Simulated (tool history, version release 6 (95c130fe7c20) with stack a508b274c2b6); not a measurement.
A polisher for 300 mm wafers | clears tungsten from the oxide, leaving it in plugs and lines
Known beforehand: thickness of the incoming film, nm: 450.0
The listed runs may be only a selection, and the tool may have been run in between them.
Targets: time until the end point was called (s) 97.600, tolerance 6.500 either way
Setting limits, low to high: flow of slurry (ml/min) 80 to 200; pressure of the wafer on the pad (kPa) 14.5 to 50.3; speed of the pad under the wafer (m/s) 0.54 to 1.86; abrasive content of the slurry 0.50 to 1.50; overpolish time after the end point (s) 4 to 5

run  hour  flow of slurry (ml/min)  pressure of the wafer on the pad (kPa)  speed of the pad under the wafer (m/s)  abrasive content of the slurry  overpolish time after the end point (s)  time until the end point was called (s)
  1   0.0                      130                                    32.4                                    1.18                            1.00                                        5                                   71.863
  2   7.6                      130                                    32.4                                    1.18                            1.00                                        5                                   71.896
  3   8.2                      130                                    31.7                                    1.18                            1.00                                        5                                   71.126
  4  12.0                      130                                    30.3                                    1.18                            1.00                                        5                                   73.305
  5  18.5                      130                                    29.0                                    1.16                            1.00                                        5                                   79.833
     21.4  -- head pressure recalibrated
  6  21.4                      130                                    28.3                                    1.16                            1.00                                        5                                   78.470
  7  25.4                      130                                    27.6                                    1.16                            1.00                                        5                                   78.815
  8  32.3                      130                                    26.9                                    1.16                            1.00                                        5                                   79.957
  9  36.1                      130                                    26.2                                    1.16                            1.00                                        5                                   82.737
 10  39.5                      130                                    25.5                                    1.16                            1.00                                        5                                   83.457
 11  48.3                      130                                    24.8                                    1.16                            1.00                                        5                                   88.035

Which of these 4 next moves meets every target?
  A  57.1                      170                                    21.4                                    1.32                            1.50                                        5                                        ?
  B  57.1                      140                                    20.7                                    1.48                            1.20                                        4                                        ?
  C  57.1                      100                                    22.1                                    1.24                            0.95                                        5                                        ?
  D  57.1                       95                                    20.0                                    1.14                            1.15                                        4                                        ?

move  time until the end point was called (s)
   A                                   78.636
   B                                   77.423
   C                                   94.222
   D                                  109.690
A: misses by more than the last run did
B: misses by more than the last run did
C: meets every target
D: carries the result that was furthest off beyond its target, to the other side
The move that meets every target is C.

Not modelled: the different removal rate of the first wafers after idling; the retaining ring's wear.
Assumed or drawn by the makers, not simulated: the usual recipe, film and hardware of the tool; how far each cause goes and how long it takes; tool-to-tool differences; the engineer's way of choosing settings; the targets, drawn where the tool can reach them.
